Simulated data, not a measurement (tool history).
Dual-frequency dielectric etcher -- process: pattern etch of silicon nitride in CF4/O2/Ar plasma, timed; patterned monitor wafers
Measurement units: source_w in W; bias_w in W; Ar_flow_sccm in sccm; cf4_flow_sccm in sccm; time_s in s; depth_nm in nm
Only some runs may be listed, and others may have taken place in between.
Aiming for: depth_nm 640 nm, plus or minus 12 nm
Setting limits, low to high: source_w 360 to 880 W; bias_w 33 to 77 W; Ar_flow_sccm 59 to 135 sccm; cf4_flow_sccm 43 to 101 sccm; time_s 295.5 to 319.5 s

run,hour,source_w,bias_w,Ar_flow_sccm,cf4_flow_sccm,time_s,depth_nm
1,0,620,55,97,72,319.5,763.11
2,5.6,620,55,97,72,319.5,756.76
3,12.5,620,55,97,83,319.5,767.11
4,16.2,600,55,97,83,319.5,749.58
5,19.2,580,55,97,83,319.5,722.45
6,25.5,580,55,90,83,319.5,731.63
7,32.9,570,55,90,83,319.5,717
8,37.8,560,55,90,83,319.5,702.78
# hour 42.1: wet clean of the chamber
9,42.1,550,55,90,83,319.5,662.27

Which one of the following 5 next-run settings gets every result inside its allowed miss? There is exactly one.
A,46.4,550,57,95,82,319.5,?
B,46.4,580,49,82,91,319.5,?
C,46.4,610,53,88,78,303.5,?
D,46.4,540,57,94,68,319.5,?
E,46.4,530,58,66,79,319.5,?

move,depth_nm
A,664.4
B,684.79
C,689.29
D,640.64
E,687.46
A: lands further from the targets than the last run did
B: lands further from the targets than the last run did
C: lands further from the targets than the last run did
D: every result within its allowed miss
E: lands further from the targets than the last run did
Correct choice: D, which meets every target
